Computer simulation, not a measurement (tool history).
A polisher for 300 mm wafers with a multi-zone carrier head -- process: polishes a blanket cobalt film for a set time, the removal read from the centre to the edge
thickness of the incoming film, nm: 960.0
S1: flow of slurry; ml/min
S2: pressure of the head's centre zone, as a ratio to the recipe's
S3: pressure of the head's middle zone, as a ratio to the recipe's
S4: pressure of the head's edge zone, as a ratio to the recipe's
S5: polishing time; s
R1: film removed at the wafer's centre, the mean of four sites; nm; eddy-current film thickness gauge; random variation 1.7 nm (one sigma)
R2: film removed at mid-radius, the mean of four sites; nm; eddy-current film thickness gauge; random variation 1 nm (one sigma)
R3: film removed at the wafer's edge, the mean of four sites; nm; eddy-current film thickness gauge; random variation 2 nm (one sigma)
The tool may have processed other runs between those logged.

Run 1, hour 0: S1 235 ml/min, S2 1, S3 1, S4 1, S5 47 s. Result: R1 139.26 nm, R2 138.49 nm, R3 142.36 nm.
Run 2, hour 6.6: S1 235 ml/min, S2 0.97, S3 1, S4 1, S5 47 s. Result: R1 136.19 nm, R2 137.3 nm, R3 146.06 nm.
Run 3, hour 12.3: S1 235 ml/min, S2 0.97, S3 0.94, S4 1, S5 47 s. Result: R1 138.37 nm, R2 132.4 nm, R3 144.13 nm.
Run 4, hour 19: S1 230 ml/min, S2 0.95, S3 0.93, S4 1.01, S5 47 s. Result: R1 133.75 nm, R2 132.14 nm, R3 146.03 nm.
Run 5, hour 25.7: S1 265 ml/min, S2 0.95, S3 0.93, S4 1.01, S5 47 s. Result: R1 136.77 nm, R2 130.19 nm, R3 154.42 nm.
Run 6, hour 32.1: S1 265 ml/min, S2 0.92, S3 0.93, S4 1.01, S5 47 s. Result: R1 129.78 nm, R2 132.03 nm, R3 148.73 nm.
Run 7, hour 39.1: S1 265 ml/min, S2 0.91, S3 0.91, S4 1.01, S5 47 s. Result: R1 129.81 nm, R2 131.26 nm, R3 148.46 nm.
Run 8, hour 43: S1 220 ml/min, S2 0.86, S3 0.82, S4 1.02, S5 45 s. Result: R1 114.98 nm, R2 111.16 nm, R3 140.96 nm.
Run 9, hour 46.5: S1 225 ml/min, S2 0.87, S3 0.83, S4 1.02, S5 45 s. Result: R1 115.65 nm, R2 113.63 nm, R3 142.03 nm.

The next listed run, before its measurement:
Run 10, hour 50.9: S1 230 ml/min, S2 0.87, S3 0.84, S4 1.02, S5 45 s. Result: R1 ?, R2 ?, R3 ?.

{"run 10": {"R1": 117.78, "R2": 113.98, "R3": 144.52}}
